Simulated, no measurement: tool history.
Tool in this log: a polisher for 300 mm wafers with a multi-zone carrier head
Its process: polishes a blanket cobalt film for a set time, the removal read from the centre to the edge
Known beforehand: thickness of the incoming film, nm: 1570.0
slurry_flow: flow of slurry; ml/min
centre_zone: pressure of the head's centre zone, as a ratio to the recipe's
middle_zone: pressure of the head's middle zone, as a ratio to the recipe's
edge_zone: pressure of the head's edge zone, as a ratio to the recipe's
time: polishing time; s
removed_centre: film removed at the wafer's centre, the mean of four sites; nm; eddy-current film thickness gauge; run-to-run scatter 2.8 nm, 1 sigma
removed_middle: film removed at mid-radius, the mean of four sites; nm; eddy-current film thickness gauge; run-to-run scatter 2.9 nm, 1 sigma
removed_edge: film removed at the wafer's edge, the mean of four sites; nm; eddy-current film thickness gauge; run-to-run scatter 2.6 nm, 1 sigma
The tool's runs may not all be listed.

{"run": 1, "hour": 0.0, "slurry_flow": 195, "centre_zone": 1.0, "middle_zone": 1.0, "edge_zone": 1.0, "time": 53, "removed_centre": 287.27, "removed_middle": 291.53, "removed_edge": 286.68}
{"run": 2, "hour": 2.0, "slurry_flow": 210, "centre_zone": 1.02, "middle_zone": 1.02, "edge_zone": 1.02, "time": 53, "removed_centre": 296.58, "removed_middle": 297.16, "removed_edge": 290.48}
{"run": 3, "hour": 9.4, "slurry_flow": 250, "centre_zone": 1.02, "middle_zone": 1.02, "edge_zone": 1.02, "time": 53, "removed_centre": 305.11, "removed_middle": 305.79, "removed_edge": 293.41}
{"run": 4, "hour": 14.1, "slurry_flow": 255, "centre_zone": 1.03, "middle_zone": 1.04, "edge_zone": 1.04, "time": 53, "removed_centre": 307.49, "removed_middle": 303.5, "removed_edge": 300.16}
{"run": 5, "hour": 22.5, "slurry_flow": 260, "centre_zone": 1.04, "middle_zone": 1.06, "edge_zone": 1.04, "time": 54, "removed_centre": 315.39, "removed_middle": 327.56, "removed_edge": 307.34}
{"run": 6, "hour": 23.8, "slurry_flow": 265, "centre_zone": 1.05, "middle_zone": 1.07, "edge_zone": 1.05, "time": 54, "removed_centre": 323.23, "removed_middle": 322.93, "removed_edge": 310.8}
{"run": 7, "hour": 30.4, "slurry_flow": 270, "centre_zone": 1.06, "middle_zone": 1.08, "edge_zone": 1.05, "time": 54, "removed_centre": 329.99, "removed_middle": 329.6, "removed_edge": 309.77}

The next listed run, before its measurement:
{"run": 8, "hour": 35.3, "slurry_flow": 275, "centre_zone": 1.06, "middle_zone": 1.09, "edge_zone": 1.06, "time": 54, "removed_centre": "?", "removed_middle": "?", "removed_edge": "?"}

removed_centre: 328.00 nm
removed_middle: 330.22 nm
removed_edge: 310.63 nm

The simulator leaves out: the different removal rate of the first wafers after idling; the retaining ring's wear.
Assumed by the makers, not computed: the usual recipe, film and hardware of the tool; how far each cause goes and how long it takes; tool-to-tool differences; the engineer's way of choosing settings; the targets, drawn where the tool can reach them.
